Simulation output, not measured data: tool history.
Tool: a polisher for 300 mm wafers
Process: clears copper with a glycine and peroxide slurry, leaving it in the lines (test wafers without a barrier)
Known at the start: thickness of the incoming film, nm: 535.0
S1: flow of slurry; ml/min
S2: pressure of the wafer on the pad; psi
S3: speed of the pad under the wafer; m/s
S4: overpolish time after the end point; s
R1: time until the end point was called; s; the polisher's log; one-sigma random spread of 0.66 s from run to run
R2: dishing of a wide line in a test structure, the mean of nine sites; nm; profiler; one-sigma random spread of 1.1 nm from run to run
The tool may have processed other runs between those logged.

run    day   S1   S2    S3  S4       R1      R2
  1  0.000  240  3.4  0.78  10  101.280  34.914
  2  0.142  240  3.4  0.88  10   91.115  38.062
  3  0.221  240  2.9  0.88  10  100.040  36.838
  4  0.254  240  3.3  0.92  11   88.491  43.218
  5  0.312  240  3.7  0.94  11   82.375  44.697
  6  0.654  240  4.0  0.98  11   76.409  47.491
  7  1.012  240  4.2  1.00  11   72.680  48.773
  8  1.058  240  4.4  1.02  11   69.645  51.170

Run 9, settings as shown, results not yet in. Your forecast:
  9  1.425  240  4.6  1.04  11   ?   ?

R1: 67.339 s
R2: 52.377 nm

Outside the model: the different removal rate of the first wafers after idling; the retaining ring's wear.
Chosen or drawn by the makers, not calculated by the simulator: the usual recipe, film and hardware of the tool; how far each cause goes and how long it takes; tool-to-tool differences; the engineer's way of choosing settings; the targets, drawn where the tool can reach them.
